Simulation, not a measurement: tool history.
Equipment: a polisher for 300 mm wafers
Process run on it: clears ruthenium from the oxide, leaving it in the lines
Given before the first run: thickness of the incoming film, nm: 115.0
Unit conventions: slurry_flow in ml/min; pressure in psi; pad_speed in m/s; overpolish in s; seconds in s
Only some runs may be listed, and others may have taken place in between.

run	day	slurry_flow	pressure	pad_speed	overpolish	seconds
1	0	235	1.5	0.86	41	167.81
2	0.217	235	1.3	0.8	41	205.09
3	0.321	235	1.2	0.76	41	231.16
4	0.621	235	1.1	0.72	41	254.81
5	0.704	235	1	0.68	41	298.18
6	0.85	235	0.9	0.68	41	332.06
7	1.154	235	0.8	0.68	41	364.15
8	1.467	235	0.8	0.68	41	371.43

Run 9 has not been measured yet. What should we expect?
9	1.604	235	0.8	0.68	41	?

Run 9 yielded seconds 375.48 s.
